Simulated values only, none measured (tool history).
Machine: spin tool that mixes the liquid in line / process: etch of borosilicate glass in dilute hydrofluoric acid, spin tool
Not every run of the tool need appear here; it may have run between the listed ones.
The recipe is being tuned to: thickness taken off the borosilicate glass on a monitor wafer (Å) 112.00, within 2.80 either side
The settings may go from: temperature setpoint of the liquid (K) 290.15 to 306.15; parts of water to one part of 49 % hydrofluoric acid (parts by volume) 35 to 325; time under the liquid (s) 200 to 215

run	hour	temperature setpoint of the liquid (K)	parts of water to one part of 49 % hydrofluoric acid (parts by volume)	time under the liquid (s)	thickness taken off the borosilicate glass on a monitor wafer (Å)
1	0.0	298.15	180	200	202.06
2	6.6	296.15	195	200	170.44
3	10.1	296.15	240	200	131.68
4	15.7	298.15	240	200	143.13
5	19.6	296.65	240	200	133.77
6	26.5	300.15	240	200	152.58
7	29.2	298.15	240	200	142.53
8	35.2	296.65	240	200	135.45
9	40.9	295.15	240	200	127.63
10	43.0	294.15	240	200	123.80
11	49.4	293.65	240	200	120.01

Of the 5 settings listed for the next run, only one would bring every result within its allowed miss of target. Which one?
A	55.8	294.15	280	205	?
B	55.8	292.15	255	200	?
C	55.8	293.65	260	205	?
D	55.8	292.65	230	200	?
E	55.8	293.15	255	215	?

move	thickness taken off the borosilicate glass on a monitor wafer (Å)
A	102.41
B	104.21
C	110.31
D	120.51
E	116.33
A: pushes the last run's worst result past its target
B: pushes the last run's worst result past its target
C: each result inside its tolerance
D: misses by more than the last run did
E: nearer than the last run, and not there yet
Go with C: it meets all targets.
